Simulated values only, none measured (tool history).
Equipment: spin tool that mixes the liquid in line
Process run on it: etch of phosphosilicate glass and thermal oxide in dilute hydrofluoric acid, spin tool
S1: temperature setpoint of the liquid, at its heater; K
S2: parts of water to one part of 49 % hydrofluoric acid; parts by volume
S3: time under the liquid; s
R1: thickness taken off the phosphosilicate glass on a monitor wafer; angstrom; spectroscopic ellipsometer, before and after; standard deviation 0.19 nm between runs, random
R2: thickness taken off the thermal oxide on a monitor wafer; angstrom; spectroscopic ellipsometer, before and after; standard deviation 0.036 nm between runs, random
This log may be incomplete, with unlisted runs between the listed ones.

run 1 day=0.000 | S1=296.15 S2=70 S3=30 | R1=273.26 R2=19.991
run 2 day=0.150 | S1=297.15 S2=70 S3=30 | R1=283.92 R2=21.008
run 3 day=0.500 | S1=297.15 S2=90 S3=30 | R1=214.51 R2=15.837
run 4 day=0.629 | S1=297.15 S2=90 S3=25 | R1=180.07 R2=12.780
run 5 day=0.767 | S1=294.65 S2=90 S3=25 | R1=162.26 R2=11.516
run 6 day=0.983 | S1=296.65 S2=85 S3=25 | R1=189.04 R2=13.528
run 7 day=1.088 | S1=298.15 S2=80 S3=25 | R1=213.02 R2=15.392
run 8 day=1.250 | S1=299.65 S2=75 S3=25 | R1=243.13 R2=17.399
run 9 day=1.400 | S1=300.65 S2=70 S3=25 | R1=272.75 R2=19.409
run 10 day=1.467 | S1=301.15 S2=70 S3=25 | R1=277.58 R2=19.778

The next listed run, before its measurement:
run 11 day=1.762 | S1=301.65 S2=70 S3=25 | R1=? R2=?

{"run 11": {"R1": 283.87, "R2": 20.58}}
